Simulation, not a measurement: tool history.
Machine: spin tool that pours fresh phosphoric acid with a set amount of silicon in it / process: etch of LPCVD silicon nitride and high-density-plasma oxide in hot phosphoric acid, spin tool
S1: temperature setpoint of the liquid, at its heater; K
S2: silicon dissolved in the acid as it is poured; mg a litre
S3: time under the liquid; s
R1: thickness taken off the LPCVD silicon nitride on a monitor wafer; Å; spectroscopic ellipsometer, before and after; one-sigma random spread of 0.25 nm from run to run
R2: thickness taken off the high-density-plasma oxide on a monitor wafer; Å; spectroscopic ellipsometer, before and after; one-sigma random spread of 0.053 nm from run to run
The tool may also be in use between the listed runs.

| run | day | S1 | S2 | S3 | R1 | R2 |
|---|---|---|---|---|---|---|
| 1 | 0.000 | 436.15 | 28.5 | 180 | 186.64 | 7.1784 |
| 2 | 0.362 | 436.65 | 28.0 | 185 | 196.34 | 8.2229 |
| 3 | 0.508 | 438.15 | 28.0 | 185 | 200.44 | 8.6733 |
| 4 | 0.692 | 438.15 | 28.0 | 125 | 138.82 | 5.7544 |
| 5 | 0.717 | 438.15 | 17.0 | 125 | 137.14 | 8.5142 |
| 6 | 1.004 | 438.15 | 18.0 | 140 | 154.40 | 8.9849 |

What does the tool deliver on the next run?
| 7 | 1.083 | 438.15 | 18.5 | 150 | ? | ? |

For run 7 the tool returned R1 169.61 Å, R2 9.3810 Å.

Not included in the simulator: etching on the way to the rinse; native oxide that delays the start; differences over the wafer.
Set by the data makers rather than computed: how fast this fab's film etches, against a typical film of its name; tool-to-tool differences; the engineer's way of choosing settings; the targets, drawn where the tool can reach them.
